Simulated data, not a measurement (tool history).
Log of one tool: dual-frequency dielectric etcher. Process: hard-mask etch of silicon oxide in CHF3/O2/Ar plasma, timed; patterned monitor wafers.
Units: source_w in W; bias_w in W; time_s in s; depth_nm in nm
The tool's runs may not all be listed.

run  hour  source_w  bias_w  time_s  depth_nm
  1   0.0       760     125    35.0    69.125
  2   8.2       720     124    35.0    67.775
  3  13.2       690     123    35.0    66.223
  4  16.1       670     122    35.0    65.503
  5  19.6       670     122    36.5    68.489
  6  27.9       560     122    36.5    64.312

Forecast run 7:
  7  30.0       550     122    36.5         ?

{"run 7": {"depth_nm": 63.63}}

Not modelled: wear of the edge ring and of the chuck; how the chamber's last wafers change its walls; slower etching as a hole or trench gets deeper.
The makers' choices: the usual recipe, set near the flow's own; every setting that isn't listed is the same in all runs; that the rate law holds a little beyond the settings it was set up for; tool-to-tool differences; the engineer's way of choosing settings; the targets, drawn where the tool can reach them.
